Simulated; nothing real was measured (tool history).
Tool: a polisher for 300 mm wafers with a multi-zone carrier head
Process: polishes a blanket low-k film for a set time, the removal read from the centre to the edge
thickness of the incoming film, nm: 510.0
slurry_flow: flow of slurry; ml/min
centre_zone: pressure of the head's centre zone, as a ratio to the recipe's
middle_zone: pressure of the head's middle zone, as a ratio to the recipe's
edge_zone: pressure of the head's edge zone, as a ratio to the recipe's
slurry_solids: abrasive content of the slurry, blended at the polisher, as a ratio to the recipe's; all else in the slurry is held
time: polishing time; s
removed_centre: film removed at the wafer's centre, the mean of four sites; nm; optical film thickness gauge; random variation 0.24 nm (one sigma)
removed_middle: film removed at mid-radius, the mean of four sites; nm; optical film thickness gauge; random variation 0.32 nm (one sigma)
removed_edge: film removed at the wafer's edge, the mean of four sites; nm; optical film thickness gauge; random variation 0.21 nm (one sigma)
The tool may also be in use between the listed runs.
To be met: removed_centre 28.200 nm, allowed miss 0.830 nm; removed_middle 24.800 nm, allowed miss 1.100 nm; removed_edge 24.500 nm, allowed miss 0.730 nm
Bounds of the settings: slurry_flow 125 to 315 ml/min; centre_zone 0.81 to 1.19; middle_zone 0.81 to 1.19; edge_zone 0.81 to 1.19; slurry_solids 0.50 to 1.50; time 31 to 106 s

Run 1, hour 0.0: slurry_flow 205 ml/min, centre_zone 1.00, middle_zone 1.00, edge_zone 1.00, slurry_solids 1.00, time 68 s. Result: removed_centre 17.868 nm, removed_middle 17.657 nm, removed_edge 17.824 nm.
Run 2, hour 6.6: slurry_flow 205 ml/min, centre_zone 1.00, middle_zone 1.00, edge_zone 1.00, slurry_solids 1.00, time 57 s. Result: removed_centre 14.779 nm, removed_middle 14.630 nm, removed_edge 15.064 nm.
Run 3, hour 12.6: slurry_flow 205 ml/min, centre_zone 0.92, middle_zone 1.00, edge_zone 1.00, slurry_solids 1.00, time 57 s. Result: removed_centre 13.796 nm, removed_middle 14.159 nm, removed_edge 15.042 nm.
Run 4, hour 20.2: slurry_flow 205 ml/min, centre_zone 0.92, middle_zone 1.00, edge_zone 1.00, slurry_solids 1.00, time 65 s. Result: removed_centre 15.743 nm, removed_middle 16.787 nm, removed_edge 17.398 nm.
Run 5, hour 21.7: slurry_flow 220 ml/min, centre_zone 0.99, middle_zone 1.01, edge_zone 1.03, slurry_solids 1.15, time 66 s. Result: removed_centre 18.474 nm, removed_middle 18.688 nm, removed_edge 18.909 nm.
Run 6, hour 25.4: slurry_flow 220 ml/min, centre_zone 0.99, middle_zone 1.01, edge_zone 1.06, slurry_solids 1.15, time 66 s. Result: removed_centre 18.641 nm, removed_middle 17.760 nm, removed_edge 19.266 nm.
Run 7, hour 28.2: slurry_flow 275 ml/min, centre_zone 1.09, middle_zone 1.11, edge_zone 1.08, slurry_solids 1.40, time 70 s. Result: removed_centre 24.491 nm, removed_middle 23.549 nm, removed_edge 22.623 nm.
Run 8, hour 30.9: slurry_flow 275 ml/min, centre_zone 1.11, middle_zone 1.11, edge_zone 1.09, slurry_solids 1.45, time 70 s. Result: removed_centre 24.692 nm, removed_middle 23.615 nm, removed_edge 23.098 nm.
Run 9, hour 37.0: slurry_flow 280 ml/min, centre_zone 1.13, middle_zone 1.11, edge_zone 1.09, slurry_solids 1.45, time 71 s. Result: removed_centre 26.360 nm, removed_middle 24.161 nm, removed_edge 23.231 nm.
Run 10, hour 45.8: slurry_flow 300 ml/min, centre_zone 1.15, middle_zone 1.10, edge_zone 1.16, slurry_solids 1.50, time 71 s. Result: removed_centre 27.363 nm, removed_middle 23.899 nm, removed_edge 24.337 nm.
Run 11, hour 46.9: slurry_flow 300 ml/min, centre_zone 1.15, middle_zone 1.11, edge_zone 1.16, slurry_solids 1.50, time 71 s. Result: removed_centre 26.767 nm, removed_middle 24.904 nm, removed_edge 24.740 nm.
Run 12, hour 49.5: slurry_flow 300 ml/min, centre_zone 1.16, middle_zone 1.11, edge_zone 1.16, slurry_solids 1.50, time 71 s. Result: removed_centre 27.339 nm, removed_middle 24.294 nm, removed_edge 24.637 nm.

5 next moves are on the table. One of them brings every result within its allowed miss. Which?
Run A, hour 52.1: slurry_flow 315 ml/min, centre_zone 1.02, middle_zone 0.96, edge_zone 1.10, slurry_solids 1.35, time 78 s. Result: removed_centre ?, removed_middle ?, removed_edge ?.
Run B, hour 52.1: slurry_flow 315 ml/min, centre_zone 1.11, middle_zone 1.08, edge_zone 1.16, slurry_solids 1.45, time 72 s. Result: removed_centre ?, removed_middle ?, removed_edge ?.
Run C, hour 52.1: slurry_flow 275 ml/min, centre_zone 1.09, middle_zone 1.15, edge_zone 1.07, slurry_solids 1.50, time 73 s. Result: removed_centre ?, removed_middle ?, removed_edge ?.
Run D, hour 52.1: slurry_flow 305 ml/min, centre_zone 1.09, middle_zone 1.13, edge_zone 1.07, slurry_solids 1.50, time 73 s. Result: removed_centre ?, removed_middle ?, removed_edge ?.
Run E, hour 52.1: slurry_flow 295 ml/min, centre_zone 1.19, middle_zone 1.13, edge_zone 1.13, slurry_solids 1.50, time 71 s. Result: removed_centre ?, removed_middle ?, removed_edge ?.

move  removed_centre  removed_middle  removed_edge
   A          25.339          22.472        25.399
   B          26.213          23.509        24.736
   C          26.040          25.108        24.100
   D          26.349          25.007        24.305
   E          27.891          24.225        24.239
A: further off than the last run
B: further off than the last run
C: further off than the last run
D: further off than the last run
E: meets every target
Answer: E
